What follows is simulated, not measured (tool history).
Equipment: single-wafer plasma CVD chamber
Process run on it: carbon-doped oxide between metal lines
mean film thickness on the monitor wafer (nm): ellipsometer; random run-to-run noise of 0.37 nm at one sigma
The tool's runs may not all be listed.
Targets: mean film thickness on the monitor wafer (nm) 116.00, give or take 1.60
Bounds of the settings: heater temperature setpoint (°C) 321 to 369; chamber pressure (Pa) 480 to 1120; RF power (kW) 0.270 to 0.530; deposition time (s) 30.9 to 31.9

run  hour  heater temperature setpoint (°C)  chamber pressure (Pa)  RF power (kW)  deposition time (s)  mean film thickness on the monitor wafer (nm)
  1   0.0                               345                    800          0.400                 30.9                                         131.79
  2   7.4                               349                    756          0.395                 30.9                                         128.32
  3  10.4                               352                    720          0.390                 30.9                                         125.26
  4  13.3                               355                    692          0.385                 30.9                                         122.78
  5  17.2                               355                    692          0.435                 30.9                                         135.14
  6  24.0                               357                    665          0.420                 30.9                                         130.30
  7  26.5                               359                    644          0.410                 30.9                                         126.39
  8  30.3                               361                    624          0.405                 30.9                                         123.79
  9  33.5                               362                    605          0.400                 30.9                                         122.23
 10  36.1                               363                    591          0.395                 30.9                                         120.03
 11  38.4                               364                    576          0.395                 30.9                                         120.39
     43.0  -- RF generator calibrated
 12  43.0                               367                    547          0.375                 30.9                                         121.34
 13  47.6                               367                    539          0.365                 30.9                                         117.38
 14  51.9                               367                    537          0.365                 30.9                                         118.10

Of the 5 settings listed for the next run, only one would bring every result within its allowed miss of target. Which one?
  A  56.2                               367                    648          0.360                 31.6                                              ?
  B  56.2                               369                    531          0.365                 31.5                                              ?
  C  56.2                               369                    521          0.375                 30.9                                              ?
  D  56.2                               368                    503          0.355                 31.4                                              ?
  E  56.2                               368                    575          0.380                 30.9                                              ?

move  mean film thickness on the monitor wafer (nm)
   A                                         122.19
   B                                         119.70
   C                                         119.66
   D                                         116.36
   E                                         122.48
A: misses by more than the last run did
B: misses by more than the last run did
C: misses by more than the last run did
D: all results in spec
E: misses by more than the last run did
The right move is D.

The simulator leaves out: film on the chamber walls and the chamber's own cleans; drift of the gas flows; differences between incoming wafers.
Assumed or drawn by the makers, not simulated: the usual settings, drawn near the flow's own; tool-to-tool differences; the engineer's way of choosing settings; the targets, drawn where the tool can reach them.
